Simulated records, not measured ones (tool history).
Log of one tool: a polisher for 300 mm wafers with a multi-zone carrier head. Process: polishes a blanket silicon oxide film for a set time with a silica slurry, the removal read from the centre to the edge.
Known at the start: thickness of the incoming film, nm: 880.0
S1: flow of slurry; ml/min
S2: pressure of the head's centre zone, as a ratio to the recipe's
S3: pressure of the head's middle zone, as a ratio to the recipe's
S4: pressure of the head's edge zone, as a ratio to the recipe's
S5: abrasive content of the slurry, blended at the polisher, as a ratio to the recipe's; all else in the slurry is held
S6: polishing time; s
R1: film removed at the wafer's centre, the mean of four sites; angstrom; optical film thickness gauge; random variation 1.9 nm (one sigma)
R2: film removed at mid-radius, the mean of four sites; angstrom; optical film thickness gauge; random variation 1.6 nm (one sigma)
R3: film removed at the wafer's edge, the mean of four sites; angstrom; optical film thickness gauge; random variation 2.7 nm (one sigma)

Run 1, day 0.000: S1 275 ml/min, S2 1.00, S3 1.00, S4 1.00, S5 1.00, S6 78 s. Result: R1 2678.7 angstrom, R2 2551.2 angstrom, R3 2679.0 angstrom.
Run 2, day 0.162: S1 275 ml/min, S2 1.00, S3 1.00, S4 1.00, S5 0.85, S6 78 s. Result: R1 2469.1 angstrom, R2 2312.8 angstrom, R3 2448.0 angstrom.
Run 3, day 0.525: S1 275 ml/min, S2 1.00, S3 1.00, S4 1.00, S5 0.75, S6 78 s. Result: R1 2268.9 angstrom, R2 2104.1 angstrom, R3 2191.3 angstrom.
Run 4, day 0.708: S1 275 ml/min, S2 1.00, S3 1.00, S4 1.07, S5 0.75, S6 78 s. Result: R1 2269.0 angstrom, R2 2120.9 angstrom, R3 2325.4 angstrom.
Run 5, day 0.738: S1 315 ml/min, S2 1.00, S3 1.00, S4 1.07, S5 0.75, S6 78 s. Result: R1 2270.1 angstrom, R2 2117.8 angstrom, R3 2309.4 angstrom.
Run 6, day 0.767: S1 315 ml/min, S2 1.00, S3 1.00, S4 1.10, S5 0.75, S6 78 s. Result: R1 2248.0 angstrom, R2 2150.0 angstrom, R3 2276.5 angstrom.
Run 7, day 0.967: S1 325 ml/min, S2 1.01, S3 1.00, S4 1.09, S5 0.75, S6 78 s. Result: R1 2325.2 angstrom, R2 2165.7 angstrom, R3 2269.8 angstrom.
Run 8, day 1.204: S1 335 ml/min, S2 1.01, S3 0.99, S4 1.08, S5 0.75, S6 78 s. Result: R1 2326.0 angstrom, R2 2155.9 angstrom, R3 2297.7 angstrom.
Run 9, day 1.508: S1 345 ml/min, S2 1.02, S3 0.99, S4 1.07, S5 0.70, S6 78 s. Result: R1 2218.0 angstrom, R2 2026.9 angstrom, R3 2166.3 angstrom.
At day 1.612: edge zone pressure recalibrated.
Run 10, day 1.612: S1 350 ml/min, S2 1.03, S3 0.99, S4 1.05, S5 0.70, S6 78 s. Result: R1 2253.4 angstrom, R2 2036.4 angstrom, R3 2109.2 angstrom.
Run 11, day 1.808: S1 355 ml/min, S2 1.04, S3 0.99, S4 1.04, S5 0.70, S6 78 s. Result: R1 2266.6 angstrom, R2 2058.1 angstrom, R3 2139.9 angstrom.
Run 12, day 2.038: S1 360 ml/min, S2 1.05, S3 0.99, S4 1.03, S5 0.70, S6 78 s. Result: R1 2336.0 angstrom, R2 2065.4 angstrom, R3 2092.1 angstrom.
Run 13, day 2.250: S1 365 ml/min, S2 1.05, S3 0.98, S4 1.02, S5 0.70, S6 78 s. Result: R1 2250.8 angstrom, R2 2034.2 angstrom, R3 2151.0 angstrom.
Run 14, day 2.575: S1 290 ml/min, S2 1.15, S3 1.00, S4 0.94, S5 0.55, S6 78 s. Result: R1 1976.2 angstrom, R2 1624.1 angstrom, R3 1626.0 angstrom.
Run 15, day 2.796: S1 295 ml/min, S2 1.15, S3 1.00, S4 0.95, S5 0.55, S6 78 s. Result: R1 1997.3 angstrom, R2 1641.9 angstrom, R3 1602.1 angstrom.

The next listed run, before its measurement:
Run 16, day 2.854: S1 295 ml/min, S2 1.15, S3 1.00, S4 0.95, S5 0.55, S6 78 s. Result: R1 ?, R2 ?, R3 ?.

{"run 16": {"R1": 1983.2, "R2": 1628.3, "R3": 1639.6}}
